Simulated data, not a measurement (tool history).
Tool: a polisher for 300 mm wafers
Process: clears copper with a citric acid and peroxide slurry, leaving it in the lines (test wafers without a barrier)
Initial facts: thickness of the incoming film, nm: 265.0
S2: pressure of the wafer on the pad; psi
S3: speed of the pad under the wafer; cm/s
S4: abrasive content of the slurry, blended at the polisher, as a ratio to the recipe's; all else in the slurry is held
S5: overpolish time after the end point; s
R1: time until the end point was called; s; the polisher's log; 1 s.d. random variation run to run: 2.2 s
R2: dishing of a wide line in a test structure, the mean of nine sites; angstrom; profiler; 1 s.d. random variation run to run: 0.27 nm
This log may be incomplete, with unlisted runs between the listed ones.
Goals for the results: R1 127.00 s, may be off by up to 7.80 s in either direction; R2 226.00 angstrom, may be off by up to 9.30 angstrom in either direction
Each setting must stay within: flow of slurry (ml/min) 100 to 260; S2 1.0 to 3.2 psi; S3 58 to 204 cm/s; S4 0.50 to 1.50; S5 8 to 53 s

{"run": 1, "hour": 0.0, "flow of slurry (ml/min)": 165, "S2": 2.1, "S3": 130, "S4": 1.0, "S5": 27, "R1": 122.45, "R2": 274.14}
{"run": 2, "hour": 6.6, "flow of slurry (ml/min)": 185, "S2": 2.1, "S3": 130, "S4": 1.0, "S5": 27, "R1": 124.1, "R2": 269.79}
{"run": 3, "hour": 9.8, "flow of slurry (ml/min)": 185, "S2": 2.5, "S3": 130, "S4": 1.0, "S5": 27, "R1": 104.34, "R2": 295.1}
{"run": 4, "hour": 18.2, "flow of slurry (ml/min)": 185, "S2": 2.5, "S3": 130, "S4": 1.0, "S5": 33, "R1": 104.36, "R2": 311.74}
{"run": 5, "hour": 19.7, "flow of slurry (ml/min)": 185, "S2": 2.1, "S3": 130, "S4": 1.0, "S5": 33, "R1": 124.14, "R2": 289.45}
{"run": 6, "hour": 24.7, "flow of slurry (ml/min)": 185, "S2": 2.1, "S3": 130, "S4": 1.0, "S5": 29, "R1": 127.57, "R2": 280.8}
{"run": 7, "hour": 29.1, "flow of slurry (ml/min)": 180, "S2": 2.1, "S3": 130, "S4": 1.0, "S5": 25, "R1": 122.09, "R2": 265.49}
{"run": 8, "hour": 35.0, "flow of slurry (ml/min)": 180, "S2": 2.1, "S3": 130, "S4": 1.0, "S5": 23, "R1": 119.24, "R2": 255.04}

Consider the 5 candidate settings below. Which is the only one whose results all fall within their allowed miss of target?
{"run": "A", "hour": 40.9, "flow of slurry (ml/min)": 200, "S2": 2.1, "S3": 144, "S4": 0.95, "S5": 31, "R1": "?", "R2": "?"}
{"run": "B", "hour": 40.9, "flow of slurry (ml/min)": 160, "S2": 2.1, "S3": 126, "S4": 1.1, "S5": 24, "R1": "?", "R2": "?"}
{"run": "C", "hour": 40.9, "flow of slurry (ml/min)": 130, "S2": 2.5, "S3": 138, "S4": 0.9, "S5": 31, "R1": "?", "R2": "?"}
{"run": "D", "hour": 40.9, "flow of slurry (ml/min)": 205, "S2": 1.8, "S3": 156, "S4": 0.8, "S5": 20, "R1": "?", "R2": "?"}
{"run": "E", "hour": 40.9, "flow of slurry (ml/min)": 200, "S2": 1.9, "S3": 160, "S4": 0.7, "S5": 22, "R1": "?", "R2": "?"}

move=A R1=114.28 R2=293.53
move=B R1=125.66 R2=255.47
move=C R1=109.49 R2=301.55
move=D R1=128.07 R2=228.40
move=E R1=123.59 R2=245.05
A: its largest miss is bigger than the last run's
B: about the same distance from the targets as the last run
C: its largest miss is bigger than the last run's
D: hits every target within its allowed miss
E: an improvement on the last run, though not all results are within tolerance
D meets every target.
